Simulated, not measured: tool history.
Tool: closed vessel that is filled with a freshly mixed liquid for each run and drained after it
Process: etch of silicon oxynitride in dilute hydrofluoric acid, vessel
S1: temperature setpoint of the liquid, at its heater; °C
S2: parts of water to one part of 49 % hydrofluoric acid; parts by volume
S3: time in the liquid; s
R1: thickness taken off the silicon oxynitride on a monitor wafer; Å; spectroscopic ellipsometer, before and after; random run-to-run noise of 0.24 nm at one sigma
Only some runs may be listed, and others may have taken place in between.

run 1 hour=0 | S1=21 S2=50 S3=915 | R1=689.85
run 2 hour=3.4 | S1=21 S2=40 S3=915 | R1=873
run 3 hour=7.4 | S1=20 S2=45 S3=915 | R1=724.11
run 4 hour=14.3 | S1=20 S2=45 S3=980 | R1=787.27
run 5 hour=18 | S1=20 S2=45 S3=915 | R1=735.66
run 6 hour=23.2 | S1=20 S2=45 S3=980 | R1=779.9
-- hour=31 thermometer replaced
run 7 hour=31 | S1=19.5 S2=50 S3=980 | R1=739.34

Estimate the outcome of run 8 from the log above:
run 8 hour=32.8 | S1=17 S2=70 S3=975 | R1=?

R1: 456.33 Å
